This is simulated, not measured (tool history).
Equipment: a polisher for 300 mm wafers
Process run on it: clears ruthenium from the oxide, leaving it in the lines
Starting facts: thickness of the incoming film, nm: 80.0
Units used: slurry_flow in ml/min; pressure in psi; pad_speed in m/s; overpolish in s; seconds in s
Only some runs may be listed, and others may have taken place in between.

run  hour  slurry_flow  pressure  pad_speed  overpolish  seconds
  1     0          145       2.2       0.76          12   97.238
  2   5.8          145       2.3       0.76          12   92.519
  3  14.6          145       2.3       0.58          12   115.37
  4  15.2          145       2.5       0.58          12   102.06
  5  20.3          180       2.5       0.58          12   100.27
  6  28.2          180       2.5       0.48          12   112.21
  7  35.1          180       2.7       0.48          12   104.13
  8  38.8          180       2.8        0.5          12   98.107

Forecast run 9:
  9  40.3          180       2.9       0.52          12        ?

seconds: 89.993 s
